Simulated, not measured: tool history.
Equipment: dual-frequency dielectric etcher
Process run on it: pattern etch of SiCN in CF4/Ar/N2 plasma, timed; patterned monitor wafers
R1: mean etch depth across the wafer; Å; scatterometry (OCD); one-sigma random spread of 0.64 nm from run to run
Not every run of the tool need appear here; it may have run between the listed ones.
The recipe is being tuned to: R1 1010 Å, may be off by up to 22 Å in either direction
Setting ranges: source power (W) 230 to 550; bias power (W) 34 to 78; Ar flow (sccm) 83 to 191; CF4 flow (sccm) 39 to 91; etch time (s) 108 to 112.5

run 1 day=0 | source_power_(W)=390 bias_power_(W)=56 Ar_flow_(sccm)=137 CF4_flow_(sccm)=65 etch_time_(s)=108 | R1=685.52
run 2 day=0.138 | source_power_(W)=390 bias_power_(W)=56 Ar_flow_(sccm)=137 CF4_flow_(sccm)=69 etch_time_(s)=108 | R1=692.65
run 3 day=0.283 | source_power_(W)=390 bias_power_(W)=56 Ar_flow_(sccm)=119 CF4_flow_(sccm)=69 etch_time_(s)=108 | R1=692.71
run 4 day=0.542 | source_power_(W)=440 bias_power_(W)=57 Ar_flow_(sccm)=119 CF4_flow_(sccm)=69 etch_time_(s)=108 | R1=803.69
-- day=0.612 source power generator calibrated
run 5 day=0.612 | source_power_(W)=470 bias_power_(W)=57 Ar_flow_(sccm)=119 CF4_flow_(sccm)=69 etch_time_(s)=108 | R1=891.83
run 6 day=0.683 | source_power_(W)=470 bias_power_(W)=57 Ar_flow_(sccm)=131 CF4_flow_(sccm)=69 etch_time_(s)=108 | R1=884.67
run 7 day=0.975 | source_power_(W)=480 bias_power_(W)=57 Ar_flow_(sccm)=131 CF4_flow_(sccm)=69 etch_time_(s)=108 | R1=910.23
run 8 day=1.246 | source_power_(W)=490 bias_power_(W)=57 Ar_flow_(sccm)=131 CF4_flow_(sccm)=69 etch_time_(s)=108 | R1=922.98
run 9 day=1.604 | source_power_(W)=500 bias_power_(W)=57 Ar_flow_(sccm)=131 CF4_flow_(sccm)=69 etch_time_(s)=108 | R1=943.74
run 10 day=1.817 | source_power_(W)=510 bias_power_(W)=57 Ar_flow_(sccm)=131 CF4_flow_(sccm)=69 etch_time_(s)=108 | R1=955.39
run 11 day=1.871 | source_power_(W)=510 bias_power_(W)=57 Ar_flow_(sccm)=131 CF4_flow_(sccm)=69 etch_time_(s)=108 | R1=959.48
run 12 day=2.067 | source_power_(W)=520 bias_power_(W)=57 Ar_flow_(sccm)=131 CF4_flow_(sccm)=69 etch_time_(s)=108 | R1=986.94

Which single option among these 5 for the next run brings every result within its allowed miss of target? Just one does.
run A day=2.262 | source_power_(W)=530 bias_power_(W)=49 Ar_flow_(sccm)=112 CF4_flow_(sccm)=68 etch_time_(s)=108.5 | R1=?
run B day=2.262 | source_power_(W)=530 bias_power_(W)=61 Ar_flow_(sccm)=112 CF4_flow_(sccm)=70 etch_time_(s)=110.5 | R1=?
run C day=2.262 | source_power_(W)=510 bias_power_(W)=57 Ar_flow_(sccm)=143 CF4_flow_(sccm)=67 etch_time_(s)=110.5 | R1=?
run D day=2.262 | source_power_(W)=550 bias_power_(W)=42 Ar_flow_(sccm)=136 CF4_flow_(sccm)=74 etch_time_(s)=108.5 | R1=?
run E day=2.262 | source_power_(W)=530 bias_power_(W)=60 Ar_flow_(sccm)=125 CF4_flow_(sccm)=60 etch_time_(s)=109.5 | R1=?

move=A R1=969.64
move=B R1=1066
move=C R1=957.61
move=D R1=947.04
move=E R1=1002
A: further off than the last run
B: moves the result that the last run missed by most past its target, out the other side
C: further off than the last run
D: further off than the last run
E: each result inside its tolerance
So the answer is move E, the one that meets all the targets.

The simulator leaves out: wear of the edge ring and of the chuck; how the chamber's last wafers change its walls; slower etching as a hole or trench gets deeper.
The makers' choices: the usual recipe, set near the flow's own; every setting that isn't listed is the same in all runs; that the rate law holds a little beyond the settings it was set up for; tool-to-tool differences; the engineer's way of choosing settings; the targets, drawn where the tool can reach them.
